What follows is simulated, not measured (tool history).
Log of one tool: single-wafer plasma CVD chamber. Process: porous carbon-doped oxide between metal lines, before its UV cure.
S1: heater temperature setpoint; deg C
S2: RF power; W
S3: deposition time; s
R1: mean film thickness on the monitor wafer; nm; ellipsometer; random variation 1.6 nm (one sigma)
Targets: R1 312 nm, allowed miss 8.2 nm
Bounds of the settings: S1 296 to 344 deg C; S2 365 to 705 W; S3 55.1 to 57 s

{"run": 1, "hour": 0.0, "S1": 320, "S2": 535, "S3": 55.1, "R1": 275.4}
{"run": 2, "hour": 5.1, "S1": 320, "S2": 500, "S3": 55.1, "R1": 264.78}
{"run": 3, "hour": 12.1, "S1": 316, "S2": 520, "S3": 55.3, "R1": 279.31}
{"run": 4, "hour": 18.7, "S1": 316, "S2": 460, "S3": 55.3, "R1": 259.03}
{"run": 5, "hour": 19.5, "S1": 312, "S2": 485, "S3": 55.5, "R1": 275.06}
{"run": 6, "hour": 22.0, "S1": 309, "S2": 500, "S3": 55.6, "R1": 283.13}
{"run": 7, "hour": 25.6, "S1": 307, "S2": 515, "S3": 55.7, "R1": 294.54}
{"run": 8, "hour": 33.2, "S1": 305, "S2": 520, "S3": 55.7, "R1": 298.15}

Which of these 4 next moves meets every target?
{"run": "A", "hour": 40.8, "S1": 302, "S2": 570, "S3": 57, "R1": "?"}
{"run": "B", "hour": 40.8, "S1": 303, "S2": 530, "S3": 56.6, "R1": "?"}
{"run": "C", "hour": 40.8, "S1": 299, "S2": 485, "S3": 55.1, "R1": "?"}
{"run": "D", "hour": 40.8, "S1": 303, "S2": 565, "S3": 57, "R1": "?"}

move=A R1=333.22
move=B R1=314.92
move=C R1=298.73
move=D R1=329.36
A: takes the result that was furthest off past its target
B: meets every target
C: as far off as the last run
D: takes the result that was furthest off past its target
The right move is B.
